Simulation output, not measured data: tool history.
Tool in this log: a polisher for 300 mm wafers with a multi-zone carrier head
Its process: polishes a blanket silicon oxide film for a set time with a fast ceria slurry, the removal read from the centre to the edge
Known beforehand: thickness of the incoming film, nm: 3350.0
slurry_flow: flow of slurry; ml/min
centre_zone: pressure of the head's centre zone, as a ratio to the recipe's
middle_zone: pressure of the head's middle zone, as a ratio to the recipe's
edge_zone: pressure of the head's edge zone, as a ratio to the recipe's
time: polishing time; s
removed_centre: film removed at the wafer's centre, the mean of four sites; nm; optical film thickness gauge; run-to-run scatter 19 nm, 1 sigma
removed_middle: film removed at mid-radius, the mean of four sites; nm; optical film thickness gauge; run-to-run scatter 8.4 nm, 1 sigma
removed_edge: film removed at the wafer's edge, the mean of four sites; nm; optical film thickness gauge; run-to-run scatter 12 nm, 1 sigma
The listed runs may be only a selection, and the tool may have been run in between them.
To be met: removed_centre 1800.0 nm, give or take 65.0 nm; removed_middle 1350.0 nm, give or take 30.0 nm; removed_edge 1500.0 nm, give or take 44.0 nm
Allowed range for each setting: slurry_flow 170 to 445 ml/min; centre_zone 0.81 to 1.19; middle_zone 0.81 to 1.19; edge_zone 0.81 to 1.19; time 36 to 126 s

Run 1, hour 0.0: slurry_flow 285 ml/min, centre_zone 1.00, middle_zone 1.00, edge_zone 1.00, time 81 s. Result: removed_centre 1153.7 nm, removed_middle 1151.5 nm, removed_edge 1102.6 nm.
Run 2, hour 3.8: slurry_flow 285 ml/min, centre_zone 0.93, middle_zone 1.00, edge_zone 1.00, time 81 s. Result: removed_centre 1060.7 nm, removed_middle 1118.8 nm, removed_edge 1115.2 nm.
Run 3, hour 9.5: slurry_flow 300 ml/min, centre_zone 1.00, middle_zone 0.96, edge_zone 1.05, time 87 s. Result: removed_centre 1242.8 nm, removed_middle 1174.3 nm, removed_edge 1191.5 nm.
Run 4, hour 13.2: slurry_flow 300 ml/min, centre_zone 1.00, middle_zone 0.93, edge_zone 1.05, time 87 s. Result: removed_centre 1240.3 nm, removed_middle 1147.0 nm, removed_edge 1219.5 nm.
Run 5, hour 19.8: slurry_flow 300 ml/min, centre_zone 1.00, middle_zone 0.85, edge_zone 1.05, time 87 s. Result: removed_centre 1230.8 nm, removed_middle 1072.6 nm, removed_edge 1232.1 nm.
Run 6, hour 26.2: slurry_flow 305 ml/min, centre_zone 1.04, middle_zone 0.86, edge_zone 1.07, time 92 s. Result: removed_centre 1378.7 nm, removed_middle 1137.5 nm, removed_edge 1284.8 nm.
Run 7, hour 27.6: slurry_flow 310 ml/min, centre_zone 1.06, middle_zone 0.86, edge_zone 1.09, time 96 s. Result: removed_centre 1455.0 nm, removed_middle 1198.8 nm, removed_edge 1373.4 nm.
Run 8, hour 34.2: slurry_flow 320 ml/min, centre_zone 1.10, middle_zone 0.87, edge_zone 1.11, time 98 s. Result: removed_centre 1522.1 nm, removed_middle 1216.0 nm, removed_edge 1417.9 nm.
Run 9, hour 41.0: slurry_flow 325 ml/min, centre_zone 1.13, middle_zone 0.88, edge_zone 1.09, time 100 s. Result: removed_centre 1609.8 nm, removed_middle 1274.1 nm, removed_edge 1432.2 nm.
Run 10, hour 45.2: slurry_flow 335 ml/min, centre_zone 1.15, middle_zone 0.88, edge_zone 1.08, time 101 s. Result: removed_centre 1674.0 nm, removed_middle 1278.8 nm, removed_edge 1444.3 nm.

Exercise: of the 4 proposed moves below, exactly one satisfies all targets within the stated allowed misses. Which move is it?
Run A, hour 49.4: slurry_flow 405 ml/min, centre_zone 1.16, middle_zone 0.86, edge_zone 1.03, time 105 s. Result: removed_centre ?, removed_middle ?, removed_edge ?.
Run B, hour 49.4: slurry_flow 375 ml/min, centre_zone 1.11, middle_zone 0.94, edge_zone 1.11, time 102 s. Result: removed_centre ?, removed_middle ?, removed_edge ?.
Run C, hour 49.4: slurry_flow 235 ml/min, centre_zone 1.04, middle_zone 0.89, edge_zone 1.15, time 107 s. Result: removed_centre ?, removed_middle ?, removed_edge ?.
Run D, hour 49.4: slurry_flow 355 ml/min, centre_zone 1.13, middle_zone 0.97, edge_zone 0.96, time 102 s. Result: removed_centre ?, removed_middle ?, removed_edge ?.

move  removed_centre  removed_middle  removed_edge
   A          1800.7          1336.1        1479.7
   B          1663.3          1389.1        1477.9
   C          1544.6          1324.2        1517.6
   D          1685.2          1419.8        1381.1
A: hits every target within its allowed miss
B: pushes the last run's worst result past its target
C: brings the last run's worst result on target, with another outside its allowed miss
D: pushes the last run's worst result past its target
A meets every target.

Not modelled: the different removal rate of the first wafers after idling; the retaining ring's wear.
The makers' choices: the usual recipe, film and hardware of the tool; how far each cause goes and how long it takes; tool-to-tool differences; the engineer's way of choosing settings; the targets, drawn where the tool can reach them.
